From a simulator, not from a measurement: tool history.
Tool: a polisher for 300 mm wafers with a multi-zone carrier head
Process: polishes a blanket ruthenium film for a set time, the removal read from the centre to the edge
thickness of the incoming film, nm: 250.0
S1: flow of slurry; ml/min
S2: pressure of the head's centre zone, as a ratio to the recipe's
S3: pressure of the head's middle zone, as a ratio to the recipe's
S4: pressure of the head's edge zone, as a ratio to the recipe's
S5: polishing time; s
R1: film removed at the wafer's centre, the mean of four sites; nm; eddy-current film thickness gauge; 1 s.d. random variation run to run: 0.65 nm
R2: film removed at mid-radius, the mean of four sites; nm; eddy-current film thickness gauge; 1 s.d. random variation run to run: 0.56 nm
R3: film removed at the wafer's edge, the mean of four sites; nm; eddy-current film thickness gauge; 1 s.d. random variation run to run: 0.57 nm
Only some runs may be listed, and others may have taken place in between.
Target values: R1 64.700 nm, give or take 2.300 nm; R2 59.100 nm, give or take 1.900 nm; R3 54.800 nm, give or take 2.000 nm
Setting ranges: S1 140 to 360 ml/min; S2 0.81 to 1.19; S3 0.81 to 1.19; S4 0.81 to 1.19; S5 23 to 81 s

run,day,S1,S2,S3,S4,S5,R1,R2,R3
1,0.000,230,1.00,1.00,1.00,52,42.255,40.761,39.683
2,0.062,175,1.00,1.00,1.00,52,40.648,40.132,39.368
3,0.171,175,1.00,1.00,0.95,52,40.459,41.068,38.139
4,0.217,175,1.00,1.00,0.95,61,46.851,47.648,44.808
5,0.392,180,1.03,1.02,0.97,62,49.133,49.046,46.349
6,0.758,190,1.06,1.04,0.98,63,52.004,51.104,47.057
7,0.925,195,1.08,1.05,1.00,64,53.770,51.956,49.006
# day 1.225: edge zone pressure recalibrated
8,1.225,205,1.10,1.06,1.01,65,55.134,53.502,51.601

Which single option among these 5 for the next run brings every result within its allowed miss of target? Just one does.
A,1.525,195,1.14,1.03,1.04,73,?,?,?
B,1.525,190,1.10,1.13,0.86,68,?,?,?
C,1.525,205,1.18,1.08,0.95,64,?,?,?
D,1.525,205,1.14,1.03,0.88,73,?,?,?
E,1.525,265,1.19,1.06,0.81,75,?,?,?

move,R1,R2,R3
A,65.038,58.228,59.766
B,58.507,58.153,50.720
C,59.242,53.320,50.376
D,65.514,58.624,55.498
E,72.282,63.445,56.173
A: brings the last run's worst result on target, with another outside its allowed miss
B: nearer than the last run, and not there yet
C: nearer than the last run, and not there yet
D: in spec on every target
E: takes the biggest miss from the last run beyond its target
So the answer is move D, the one that meets all the targets.
